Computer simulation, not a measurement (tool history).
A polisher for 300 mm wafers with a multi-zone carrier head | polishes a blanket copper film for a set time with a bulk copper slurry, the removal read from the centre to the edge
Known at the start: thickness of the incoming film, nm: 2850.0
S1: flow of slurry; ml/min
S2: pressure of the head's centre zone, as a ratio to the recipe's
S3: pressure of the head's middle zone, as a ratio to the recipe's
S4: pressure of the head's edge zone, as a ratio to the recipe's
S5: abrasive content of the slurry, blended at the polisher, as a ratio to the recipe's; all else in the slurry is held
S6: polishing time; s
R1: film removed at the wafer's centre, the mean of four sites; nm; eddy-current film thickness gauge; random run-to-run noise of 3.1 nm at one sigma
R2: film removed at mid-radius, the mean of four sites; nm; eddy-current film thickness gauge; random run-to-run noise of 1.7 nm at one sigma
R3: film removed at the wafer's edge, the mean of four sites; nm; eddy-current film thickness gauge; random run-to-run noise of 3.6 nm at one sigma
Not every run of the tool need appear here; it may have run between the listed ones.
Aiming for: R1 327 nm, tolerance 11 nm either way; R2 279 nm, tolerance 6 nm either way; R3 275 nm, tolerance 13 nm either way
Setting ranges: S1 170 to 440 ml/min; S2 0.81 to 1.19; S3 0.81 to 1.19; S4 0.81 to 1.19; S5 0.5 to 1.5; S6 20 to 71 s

run	hour	S1	S2	S3	S4	S5	S6	R1	R2	R3
1	0	280	1	1	1	1	45	350.3	339.97	348.74
2	2.2	280	1.01	0.99	0.97	0.9	45	345.62	335.04	338.42
3	9.8	305	1.01	0.99	0.97	0.9	45	341.68	333.37	343.11
4	13.2	305	1.01	0.99	0.97	1.05	45	360.3	346.37	355.44
5	14	305	1.01	1.05	0.97	1.05	45	364.7	367.16	347.37
6	15.3	290	1.03	1.03	0.95	0.95	45	349.95	347.82	339.99
7	18.5	285	1.06	1.02	0.93	0.95	44	357.28	338.32	330.21
8	22.7	275	1.08	1.01	0.91	0.9	44	353.82	330.46	324.89
9	25.7	265	1.1	1	0.89	0.85	44	359.85	322.58	313.94

Which of these 4 next moves meets every target?
A	28.7	295	1.19	0.95	0.84	0.85	39	?	?	?
B	28.7	290	1.02	0.88	1.09	0.75	42	?	?	?
C	28.7	170	1.19	1.02	0.94	0.85	39	?	?	?
D	28.7	220	1.12	0.91	0.84	0.75	41	?	?	?

move	R1	R2	R3
A	349.52	275.14	267.47
B	314.26	269.46	316.02
C	333.71	280.08	272.56
D	328.11	264.96	268.44
A: brings the last run's worst result on target, with another outside its allowed miss
B: moves the result that the last run missed by most past its target, out the other side
C: every result within its allowed miss
D: moves the result that the last run missed by most past its target, out the other side
Go with C: it meets all targets.
